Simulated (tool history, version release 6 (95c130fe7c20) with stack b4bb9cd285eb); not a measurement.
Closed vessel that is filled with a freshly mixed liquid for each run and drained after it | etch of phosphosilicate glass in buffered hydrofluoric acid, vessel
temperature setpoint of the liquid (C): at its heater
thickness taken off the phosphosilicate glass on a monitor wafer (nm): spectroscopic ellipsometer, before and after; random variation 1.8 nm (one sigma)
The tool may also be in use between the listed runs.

run,hour,temperature setpoint of the liquid (C),parts of 40 % ammonium fluoride to one part of 49 % hydrofluoric acid (parts by volume),time in the liquid (s),thickness taken off the phosphosilicate glass on a monitor wafer (nm)
1,0.0,23.0,9.0,105,369.82
2,6.6,23.0,9.0,110,390.09
3,13.6,24.5,9.0,110,413.65
4,22.2,24.5,8.0,110,474.41
# hour 26.2: hydrofluoric acid flow meter replaced
5,26.2,24.5,8.0,110,498.58
6,34.0,23.0,8.0,110,455.70
7,38.1,22.0,8.5,110,405.10
8,40.9,21.0,9.0,110,361.12
9,42.1,20.5,9.5,110,334.91

Forecast run 10:
10,47.4,20.0,10.0,110,?

{"run 10": {"thickness taken off the phosphosilicate glass on a monitor wafer (nm)": 319.42}}

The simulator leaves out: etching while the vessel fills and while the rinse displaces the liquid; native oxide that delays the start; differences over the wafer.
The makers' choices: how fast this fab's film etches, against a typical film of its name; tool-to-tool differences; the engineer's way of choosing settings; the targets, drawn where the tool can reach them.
